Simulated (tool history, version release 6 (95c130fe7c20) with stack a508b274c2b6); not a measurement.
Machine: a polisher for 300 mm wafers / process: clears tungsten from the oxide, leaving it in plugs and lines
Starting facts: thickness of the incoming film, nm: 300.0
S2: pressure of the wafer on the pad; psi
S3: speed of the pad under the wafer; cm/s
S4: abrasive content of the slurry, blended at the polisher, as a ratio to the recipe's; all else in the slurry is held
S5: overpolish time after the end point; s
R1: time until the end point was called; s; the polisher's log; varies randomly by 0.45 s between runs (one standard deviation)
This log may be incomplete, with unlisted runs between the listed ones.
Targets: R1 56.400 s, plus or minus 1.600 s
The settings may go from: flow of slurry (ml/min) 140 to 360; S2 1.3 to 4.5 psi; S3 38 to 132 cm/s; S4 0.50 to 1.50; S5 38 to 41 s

{"run": 1, "day": 0.0, "flow of slurry (ml/min)": 230, "S2": 2.9, "S3": 84, "S4": 1.0, "S5": 38, "R1": 97.261}
{"run": 2, "day": 0.067, "flow of slurry (ml/min)": 235, "S2": 3.2, "S3": 84, "S4": 1.0, "S5": 38, "R1": 92.14}
{"run": 3, "day": 0.379, "flow of slurry (ml/min)": 235, "S2": 3.4, "S3": 86, "S4": 1.0, "S5": 38, "R1": 84.095}
{"run": 4, "day": 0.55, "flow of slurry (ml/min)": 210, "S2": 3.4, "S3": 86, "S4": 1.0, "S5": 38, "R1": 86.51}
{"run": 5, "day": 0.667, "flow of slurry (ml/min)": 210, "S2": 3.4, "S3": 102, "S4": 1.0, "S5": 38, "R1": 71.994}
{"day": 1.008, "done": "slurry tank refilled with fresh slurry and peroxide"}
{"run": 6, "day": 1.008, "flow of slurry (ml/min)": 220, "S2": 3.5, "S3": 102, "S4": 1.0, "S5": 38, "R1": 62.814}
{"run": 7, "day": 1.108, "flow of slurry (ml/min)": 230, "S2": 3.5, "S3": 102, "S4": 1.0, "S5": 38, "R1": 63.807}
{"run": 8, "day": 1.158, "flow of slurry (ml/min)": 230, "S2": 3.5, "S3": 102, "S4": 1.0, "S5": 38, "R1": 63.867}
{"run": 9, "day": 1.292, "flow of slurry (ml/min)": 240, "S2": 3.5, "S3": 102, "S4": 1.0, "S5": 38, "R1": 63.144}
{"run": 10, "day": 1.604, "flow of slurry (ml/min)": 250, "S2": 3.5, "S3": 102, "S4": 1.0, "S5": 38, "R1": 63.52}
{"run": 11, "day": 1.858, "flow of slurry (ml/min)": 260, "S2": 3.5, "S3": 102, "S4": 1.0, "S5": 38, "R1": 62.557}

Which single option among these 5 for the next run brings every result within its allowed miss of target? Just one does.
{"run": "A", "day": 2.112, "flow of slurry (ml/min)": 295, "S2": 4.2, "S3": 88, "S4": 0.65, "S5": 41, "R1": "?"}
{"run": "B", "day": 2.112, "flow of slurry (ml/min)": 245, "S2": 3.3, "S3": 98, "S4": 1.1, "S5": 38, "R1": "?"}
{"run": "C", "day": 2.112, "flow of slurry (ml/min)": 295, "S2": 3.3, "S3": 94, "S4": 0.95, "S5": 38, "R1": "?"}
{"run": "D", "day": 2.112, "flow of slurry (ml/min)": 340, "S2": 3.2, "S3": 120, "S4": 0.85, "S5": 38, "R1": "?"}
{"run": "E", "day": 2.112, "flow of slurry (ml/min)": 285, "S2": 3.5, "S3": 88, "S4": 0.9, "S5": 38, "R1": "?"}

move=A R1=67.170
move=B R1=67.621
move=C R1=70.923
move=D R1=57.559
move=E R1=73.345
A: lands further from the targets than the last run did
B: lands further from the targets than the last run did
C: lands further from the targets than the last run did
D: hits every target within its allowed miss
E: lands further from the targets than the last run did
The move that meets every target is D.
